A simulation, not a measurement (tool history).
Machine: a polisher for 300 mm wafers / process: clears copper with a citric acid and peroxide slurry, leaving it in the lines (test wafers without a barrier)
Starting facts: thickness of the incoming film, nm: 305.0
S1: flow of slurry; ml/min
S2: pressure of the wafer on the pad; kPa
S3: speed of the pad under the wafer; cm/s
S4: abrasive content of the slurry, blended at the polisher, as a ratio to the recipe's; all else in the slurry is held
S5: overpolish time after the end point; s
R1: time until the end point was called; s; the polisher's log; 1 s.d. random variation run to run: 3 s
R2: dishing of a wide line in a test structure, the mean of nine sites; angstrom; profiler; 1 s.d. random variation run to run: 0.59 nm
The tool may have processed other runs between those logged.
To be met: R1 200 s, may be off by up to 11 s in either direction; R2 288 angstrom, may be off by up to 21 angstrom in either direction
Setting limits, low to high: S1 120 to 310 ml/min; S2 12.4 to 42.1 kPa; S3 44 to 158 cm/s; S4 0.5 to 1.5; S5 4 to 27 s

{"run": 1, "day": 0.0, "S1": 200, "S2": 26.9, "S3": 100, "S4": 1, "S5": 14, "R1": 122.43, "R2": 276.55}
{"run": 2, "day": 0.146, "S1": 200, "S2": 22.8, "S3": 100, "S4": 1, "S5": 14, "R1": 148.42, "R2": 247.89}
{"run": 3, "day": 0.288, "S1": 200, "S2": 29.6, "S3": 100, "S4": 1, "S5": 14, "R1": 111.38, "R2": 301.27}
{"run": 4, "day": 0.346, "S1": 200, "S2": 26.2, "S3": 100, "S4": 1, "S5": 16, "R1": 123.71, "R2": 299.76}
{"run": 5, "day": 0.642, "S1": 200, "S2": 26.2, "S3": 100, "S4": 1, "S5": 11, "R1": 125.65, "R2": 224.79}
{"run": 6, "day": 0.825, "S1": 200, "S2": 26.2, "S3": 120, "S4": 1, "S5": 11, "R1": 105.25, "R2": 251.58}
{"run": 7, "day": 0.879, "S1": 200, "S2": 22.8, "S3": 116, "S4": 1, "S5": 13, "R1": 124.33, "R2": 254.18}
{"run": 8, "day": 1.188, "S1": 200, "S2": 20, "S3": 114, "S4": 1, "S5": 15, "R1": 142.15, "R2": 257.58}
{"run": 9, "day": 1.321, "S1": 200, "S2": 12.4, "S3": 110, "S4": 1, "S5": 21, "R1": 233.02, "R2": 220.42}
{"run": 10, "day": 1.388, "S1": 200, "S2": 13.1, "S3": 110, "S4": 1, "S5": 22, "R1": 223.37, "R2": 235.55}
{"run": 11, "day": 1.488, "S1": 200, "S2": 13.8, "S3": 110, "S4": 1, "S5": 23, "R1": 214.7, "R2": 267.86}

Of the 5 settings listed for the next run, only one would bring every result within its allowed miss of target. Which one?
{"run": "A", "day": 1.588, "S1": 200, "S2": 12.4, "S3": 126, "S4": 0.9, "S5": 18, "R1": "?", "R2": "?"}
{"run": "B", "day": 1.588, "S1": 205, "S2": 16.5, "S3": 108, "S4": 0.95, "S5": 27, "R1": "?", "R2": "?"}
{"run": "C", "day": 1.588, "S1": 205, "S2": 15.2, "S3": 88, "S4": 1.2, "S5": 27, "R1": "?", "R2": "?"}
{"run": "D", "day": 1.588, "S1": 195, "S2": 16.5, "S3": 102, "S4": 0.8, "S5": 21, "R1": "?", "R2": "?"}
{"run": "E", "day": 1.588, "S1": 210, "S2": 14.5, "S3": 104, "S4": 1.25, "S5": 24, "R1": "?", "R2": "?"}

move=A R1=208.39 R2=219.45
move=B R1=180.37 R2=349.31
move=C R1=222.02 R2=295.11
move=D R1=202.32 R2=259.61
move=E R1=195.02 R2=297.04
A: gets the furthest-off result to its target, but another result is out of tolerance
B: carries the result that was furthest off beyond its target, to the other side
C: lands further from the targets than the last run did
D: gets the furthest-off result to its target, but another result is out of tolerance
E: all results in spec
E meets every target.
